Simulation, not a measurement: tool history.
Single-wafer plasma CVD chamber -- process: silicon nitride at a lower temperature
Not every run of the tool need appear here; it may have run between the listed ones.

run,hour,heater temperature setpoint (°C),chamber pressure (Pa),RF power (kW),deposition time (s),mean film thickness on the monitor wafer (nm)
1,0,330,241,0.295,14.8,17.816
2,5.7,330,247,0.3,14.8,18.122
3,8.7,330,252,0.305,14.8,18.531
4,13,325,252,0.305,14.8,18.578
5,16.3,325,257,0.305,14.8,18.548
6,21.5,325,257,0.305,14.8,18.561
7,22.7,325,261,0.31,14.8,18.85
8,29,325,265,0.315,14.8,19.18
9,37.2,325,268,0.315,14.8,19.403

Run 10 is up next; what results do you expect?
10,40,325,271,0.315,14.8,?

{"run 10": {"mean film thickness on the monitor wafer (nm)": 19.325}}
